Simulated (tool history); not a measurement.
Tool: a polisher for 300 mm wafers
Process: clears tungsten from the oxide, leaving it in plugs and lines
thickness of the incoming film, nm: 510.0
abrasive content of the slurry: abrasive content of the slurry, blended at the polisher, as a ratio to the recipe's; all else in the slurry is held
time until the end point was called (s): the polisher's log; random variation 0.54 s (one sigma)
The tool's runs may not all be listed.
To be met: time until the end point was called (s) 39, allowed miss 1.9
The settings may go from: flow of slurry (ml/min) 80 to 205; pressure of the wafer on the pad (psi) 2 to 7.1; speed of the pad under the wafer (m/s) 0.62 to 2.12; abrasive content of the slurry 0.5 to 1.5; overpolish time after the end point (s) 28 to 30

run  hour  flow of slurry (ml/min)  pressure of the wafer on the pad (psi)  speed of the pad under the wafer (m/s)  abrasive content of the slurry  overpolish time after the end point (s)  time until the end point was called (s)
  1     0                      135                                     4.5                                    1.36                               1                                       28                                   66.732
  2   3.5                      155                                     4.5                                    1.36                               1                                       28                                   65.117
  3   5.1                      155                                     4.5                                    1.04                               1                                       28                                   79.552
  4   8.2                      155                                     5.3                                     1.1                               1                                       28                                   65.548
     15.7  -- slurry nozzle cleaned
  5  15.7                      155                                     5.8                                    1.16                               1                                       28                                   57.053
  6    19                      170                                     5.8                                    1.16                               1                                       28                                   56.397
  7  23.1                      170                                     6.2                                    1.22                               1                                       28                                   49.789
  8  24.4                      170                                     6.5                                    1.24                               1                                       28                                   48.335

Which of these 4 next moves meets every target?
  A  25.7                      165                                     6.8                                     1.4                             0.9                                       28                                        ?
  B  25.7                      175                                     6.5                                    1.58                             1.1                                       29                                        ?
  C  25.7                      185                                     5.5                                    1.06                             0.9                                       30                                        ?
  D  25.7                      175                                     5.7                                    1.52                            1.05                                       30                                        ?

move  time until the end point was called (s)
   A                                   43.399
   B                                   38.971
   C                                   62.575
   D                                   45.813
A: nearer than the last run, and not there yet
B: meets every target
C: further off than the last run
D: nearer than the last run, and not there yet
Answer: B
